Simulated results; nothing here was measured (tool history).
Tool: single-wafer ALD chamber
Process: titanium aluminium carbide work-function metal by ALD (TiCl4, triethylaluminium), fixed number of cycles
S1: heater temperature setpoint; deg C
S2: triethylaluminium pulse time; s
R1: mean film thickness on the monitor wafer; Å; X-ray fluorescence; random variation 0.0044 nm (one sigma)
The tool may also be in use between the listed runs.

| run | hour | S1 | S2 | R1 |
|---|---|---|---|---|
| 1 | 0 | 280 | 8.16 | 16.361 |
| 2 | 3.4 | 272 | 8.16 | 15.687 |
| 3 | 4 | 270 | 8.1 | 15.563 |
| 4 | 10.7 | 279 | 8.1 | 16.261 |
| 5 | 14.8 | 284 | 8.1 | 16.755 |
| 6 | 23 | 288 | 8.1 | 17.127 |

Forecast run 7:
|  | 24.8 | triethylaluminium bottle replaced |
| 7 | 24.8 | 281 | 7.93 | ? |

Run 7 gave R1 17.495 Å.
